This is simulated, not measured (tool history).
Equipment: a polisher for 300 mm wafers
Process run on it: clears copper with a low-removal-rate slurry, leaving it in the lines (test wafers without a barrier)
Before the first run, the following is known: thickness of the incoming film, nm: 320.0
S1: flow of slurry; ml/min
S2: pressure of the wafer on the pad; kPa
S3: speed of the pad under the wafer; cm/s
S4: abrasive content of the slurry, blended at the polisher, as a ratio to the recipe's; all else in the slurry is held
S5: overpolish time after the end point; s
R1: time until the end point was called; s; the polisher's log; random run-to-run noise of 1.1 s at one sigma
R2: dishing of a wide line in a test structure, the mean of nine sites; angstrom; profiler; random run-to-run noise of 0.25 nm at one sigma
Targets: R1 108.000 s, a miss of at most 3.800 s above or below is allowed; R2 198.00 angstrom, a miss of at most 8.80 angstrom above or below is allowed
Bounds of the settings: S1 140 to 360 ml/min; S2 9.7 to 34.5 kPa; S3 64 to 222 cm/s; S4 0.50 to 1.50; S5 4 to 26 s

{"run": 1, "hour": 0.0, "S1": 230, "S2": 22.1, "S3": 142, "S4": 1.0, "S5": 13, "R1": 67.623, "R2": 458.21}
{"run": 2, "hour": 5.2, "S1": 235, "S2": 19.3, "S3": 142, "S4": 1.0, "S5": 11, "R1": 75.964, "R2": 364.4}
{"run": 3, "hour": 11.9, "S1": 240, "S2": 16.5, "S3": 142, "S4": 1.0, "S5": 10, "R1": 87.631, "R2": 290.22}
{"run": 4, "hour": 12.9, "S1": 240, "S2": 15.2, "S3": 142, "S4": 1.0, "S5": 9, "R1": 95.065, "R2": 242.6}
{"run": 5, "hour": 15.0, "S1": 290, "S2": 15.2, "S3": 142, "S4": 1.0, "S5": 9, "R1": 92.915, "R2": 249.06}
{"run": 6, "hour": 22.9, "S1": 240, "S2": 15.2, "S3": 142, "S4": 1.0, "S5": 9, "R1": 95.867, "R2": 243.17}
{"run": 7, "hour": 25.9, "S1": 235, "S2": 14.5, "S3": 142, "S4": 1.0, "S5": 9, "R1": 101.2, "R2": 233.26}
{"run": 8, "hour": 30.5, "S1": 230, "S2": 14.5, "S3": 142, "S4": 1.0, "S5": 9, "R1": 98.799, "R2": 230.82}
{"run": 9, "hour": 31.8, "S1": 230, "S2": 14.5, "S3": 142, "S4": 1.0, "S5": 9, "R1": 100.89, "R2": 235.08}
{"run": 10, "hour": 39.0, "S1": 225, "S2": 13.8, "S3": 142, "S4": 1.0, "S5": 9, "R1": 103.16, "R2": 220.87}
{"run": 11, "hour": 43.3, "S1": 220, "S2": 13.8, "S3": 142, "S4": 1.0, "S5": 9, "R1": 105.44, "R2": 229.07}
{"run": 12, "hour": 47.4, "S1": 225, "S2": 13.8, "S3": 142, "S4": 1.0, "S5": 9, "R1": 106.93, "R2": 225.55}

Below are 4 possible settings for the next run. Only one of them brings all results inside the allowed miss of their targets. Which is it?
{"run": "A", "hour": 51.5, "S1": 200, "S2": 14.5, "S3": 136, "S4": 0.95, "S5": 8, "R1": "?", "R2": "?"}
{"run": "B", "hour": 51.5, "S1": 220, "S2": 11.0, "S3": 158, "S4": 0.95, "S5": 8, "R1": "?", "R2": "?"}
{"run": "C", "hour": 51.5, "S1": 290, "S2": 15.2, "S3": 132, "S4": 1.0, "S5": 7, "R1": "?", "R2": "?"}
{"run": "D", "hour": 51.5, "S1": 235, "S2": 13.8, "S3": 154, "S4": 1.0, "S5": 8, "R1": "?", "R2": "?"}

move=A R1=106.760 R2=193.83
move=B R1=117.850 R2=175.26
move=C R1=99.411 R2=183.23
move=D R1=95.967 R2=213.40
A: in spec on every target
B: takes the result that was furthest off past its target
C: takes the result that was furthest off past its target
D: as far off as the last run
Correct choice: A, which meets every target
